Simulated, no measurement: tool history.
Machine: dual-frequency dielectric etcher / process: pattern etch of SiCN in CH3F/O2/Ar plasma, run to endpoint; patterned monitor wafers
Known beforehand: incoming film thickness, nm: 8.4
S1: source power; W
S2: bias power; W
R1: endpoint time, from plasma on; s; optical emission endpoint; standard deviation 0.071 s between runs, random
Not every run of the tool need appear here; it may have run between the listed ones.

run	day	S1	S2	R1
1	0.000	370	63	25.567
2	0.183	400	64	24.628
3	0.246	420	64	24.096
4	0.508	420	59	25.154
5	0.750	420	49	27.658
6	0.912	420	41	30.344
7	0.983	420	41	30.301
8	1.308	440	47	27.814
9	1.596	460	51	26.125

Expected results for the next run?
10	1.700	470	54	?

{"run 10": {"R1": 25.213}}
